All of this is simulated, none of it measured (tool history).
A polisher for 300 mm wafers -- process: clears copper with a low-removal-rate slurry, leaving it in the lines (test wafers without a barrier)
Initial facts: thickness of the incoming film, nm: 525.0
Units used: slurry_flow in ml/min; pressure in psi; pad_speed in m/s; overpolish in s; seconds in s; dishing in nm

run  hour  slurry_flow  pressure  pad_speed  slurry_solids  overpolish  seconds  dishing
  1   0.0          220       3.4       1.10            1.0          15   169.95   36.194
  2   8.8          220       3.4       1.20            1.0          15   155.91   38.308
  3  13.9          220       3.1       1.20            1.0          16   167.92   37.368
  4  17.5          220       3.1       1.20            0.9          16   172.98   36.038
  5  25.6          220       3.1       1.34            0.9          16   155.82   39.850
  6  27.7          220       3.7       1.34            0.9          16   129.08   46.875
  7  30.6          210       2.7       1.32            0.9          18   178.44   37.616

What will run 8 give?
  8  39.0          205       2.6       1.32            0.9          18        ?        ?

Run 8 produced seconds 191.59 s, dishing 37.032 nm.

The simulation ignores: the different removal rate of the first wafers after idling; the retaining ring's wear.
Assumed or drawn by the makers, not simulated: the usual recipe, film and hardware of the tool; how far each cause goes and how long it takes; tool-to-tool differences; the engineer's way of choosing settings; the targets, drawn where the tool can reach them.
